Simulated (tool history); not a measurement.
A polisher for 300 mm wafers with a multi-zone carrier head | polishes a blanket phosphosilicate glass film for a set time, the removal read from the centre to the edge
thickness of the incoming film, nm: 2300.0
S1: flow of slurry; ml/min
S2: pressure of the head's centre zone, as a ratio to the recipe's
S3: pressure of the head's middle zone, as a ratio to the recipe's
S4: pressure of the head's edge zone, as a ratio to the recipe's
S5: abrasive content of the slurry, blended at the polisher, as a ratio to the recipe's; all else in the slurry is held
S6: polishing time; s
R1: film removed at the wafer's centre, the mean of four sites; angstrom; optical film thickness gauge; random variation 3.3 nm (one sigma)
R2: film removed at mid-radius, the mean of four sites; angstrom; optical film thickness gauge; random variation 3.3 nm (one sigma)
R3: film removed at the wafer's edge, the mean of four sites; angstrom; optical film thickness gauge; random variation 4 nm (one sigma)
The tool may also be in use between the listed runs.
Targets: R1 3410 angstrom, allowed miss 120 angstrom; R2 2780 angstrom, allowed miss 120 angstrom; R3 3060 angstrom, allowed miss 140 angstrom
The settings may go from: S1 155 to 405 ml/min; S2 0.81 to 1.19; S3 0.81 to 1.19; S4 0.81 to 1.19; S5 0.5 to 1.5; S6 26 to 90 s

run,hour,S1,S2,S3,S4,S5,S6,R1,R2,R3
1,0,260,1,1,1,1,58,2812.5,2816.7,2871.1
2,5.4,260,1,1,1.05,1,58,2767.7,2843.4,2999.7
3,11.9,270,1.04,0.99,1.05,1,58,2896.9,2760.3,2882.6
4,12.8,270,1.04,0.99,1.05,0.85,58,2652.5,2538.6,2694.9
# hour 17.1: slurry nozzle cleaned
5,17.1,295,1.04,0.99,1.05,0.85,58,2839.1,2672.8,2770.9
6,19.3,315,1.05,0.97,1.07,0.85,58,2825.7,2663.1,2813.2
7,24.7,315,1.05,0.97,1.07,0.85,58,2821.9,2660,2851.3
8,30,330,1.08,0.96,1.08,0.85,58,2910.3,2619,2807.3
9,32.6,340,1.1,0.95,1.09,0.9,58,3056.6,2688.3,2921.3
10,38.1,350,1.12,0.95,1.1,0.9,58,3099.5,2683.1,2900

5 next moves are on the table. One of them brings every result within its allowed miss. Which?
A,43.6,335,1.04,0.97,1.14,0.65,66,?,?,?
B,43.6,380,1.01,0.97,0.92,0.9,58,?,?,?
C,43.6,355,1.19,0.88,1.19,0.75,62,?,?,?
D,43.6,395,1.19,0.98,1.16,0.75,64,?,?,?
E,43.6,275,1.06,0.92,1.19,0.6,76,?,?,?

move,R1,R2,R3
A,2832.1,2656.4,2856
B,2863.6,2759.1,2664.9
C,3255.8,2480.6,2961
D,3389,2820.8,3028.1
E,3133.2,2766.8,3192.6
A: further off than the last run
B: further off than the last run
C: as far off as the last run
D: meets every target
E: nearer than the last run, and not there yet
The right move is D.

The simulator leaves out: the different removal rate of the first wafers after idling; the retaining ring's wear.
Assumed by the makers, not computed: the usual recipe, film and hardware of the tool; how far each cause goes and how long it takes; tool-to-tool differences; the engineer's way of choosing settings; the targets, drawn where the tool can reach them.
